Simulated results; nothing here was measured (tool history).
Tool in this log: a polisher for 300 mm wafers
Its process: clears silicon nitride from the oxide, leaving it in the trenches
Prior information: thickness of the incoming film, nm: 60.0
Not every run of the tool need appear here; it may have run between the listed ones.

run    day  flow of slurry (ml/min)  pressure of the wafer on the pad (psi)  speed of the pad under the wafer (cm/s)  overpolish time after the end point (s)  time until the end point was called (s)
  1      0                      130                                     1.8                                       88                                       12                                   146.91
  2  0.108                      130                                     1.7                                       88                                       12                                   158.34
  3  0.192                      155                                     1.7                                       88                                       12                                   149.03
  4  0.275                      155                                     1.9                                       88                                       12                                   134.45
  5  0.608                      155                                     1.9                                       88                                       13                                   137.31
  6  0.862                      155                                     1.9                                      110                                       13                                   109.62
  7  0.996                      140                                     1.4                                      106                                       13                                   156.36

What will run 8 give?
  8  1.1                      135                                     1.2                                      106                                       13                                        ?

Run 8 yielded time until the end point was called (s) 179.43.
